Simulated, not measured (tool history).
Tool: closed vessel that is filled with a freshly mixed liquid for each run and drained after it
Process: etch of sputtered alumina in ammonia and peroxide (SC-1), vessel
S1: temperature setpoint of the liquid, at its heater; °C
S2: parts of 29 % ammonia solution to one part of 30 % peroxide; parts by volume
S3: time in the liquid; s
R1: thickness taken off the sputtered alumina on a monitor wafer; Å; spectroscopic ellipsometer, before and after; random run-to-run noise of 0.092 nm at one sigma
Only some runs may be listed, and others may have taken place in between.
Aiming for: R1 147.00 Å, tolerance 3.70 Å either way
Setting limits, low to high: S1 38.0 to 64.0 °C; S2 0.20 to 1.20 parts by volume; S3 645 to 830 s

{"run": 1, "hour": 0.0, "S1": 48.0, "S2": 0.9, "S3": 830, "R1": 218.39}
{"run": 2, "hour": 8.9, "S1": 48.0, "S2": 1.0, "S3": 830, "R1": 221.3}
{"run": 3, "hour": 10.4, "S1": 46.0, "S2": 1.0, "S3": 830, "R1": 199.77}
{"run": 4, "hour": 19.6, "S1": 44.5, "S2": 1.0, "S3": 830, "R1": 183.12}
{"run": 5, "hour": 22.4, "S1": 43.5, "S2": 1.0, "S3": 830, "R1": 171.56}
{"run": 6, "hour": 26.4, "S1": 43.0, "S2": 1.0, "S3": 830, "R1": 167.51}
{"run": 7, "hour": 28.2, "S1": 42.5, "S2": 1.0, "S3": 830, "R1": 161.74}
{"run": 8, "hour": 35.0, "S1": 42.0, "S2": 1.0, "S3": 830, "R1": 155.48}

Next run, 5 choices. One meets every target within its allowed miss, the rest don't. Which?
{"run": "A", "hour": 41.8, "S1": 40.0, "S2": 1.15, "S3": 805, "R1": "?"}
{"run": "B", "hour": 41.8, "S1": 40.5, "S2": 1.15, "S3": 780, "R1": "?"}
{"run": "C", "hour": 41.8, "S1": 41.0, "S2": 0.95, "S3": 765, "R1": "?"}
{"run": "D", "hour": 41.8, "S1": 42.0, "S2": 0.85, "S3": 785, "R1": "?"}
{"run": "E", "hour": 41.8, "S1": 40.0, "S2": 1.0, "S3": 830, "R1": "?"}

move=A R1=138.31
move=B R1=138.02
move=C R1=136.87
move=D R1=147.32
move=E R1=140.71
A: carries the result that was furthest off beyond its target, to the other side
B: carries the result that was furthest off beyond its target, to the other side
C: carries the result that was furthest off beyond its target, to the other side
D: all results in spec
E: carries the result that was furthest off beyond its target, to the other side
The move that meets every target is D.

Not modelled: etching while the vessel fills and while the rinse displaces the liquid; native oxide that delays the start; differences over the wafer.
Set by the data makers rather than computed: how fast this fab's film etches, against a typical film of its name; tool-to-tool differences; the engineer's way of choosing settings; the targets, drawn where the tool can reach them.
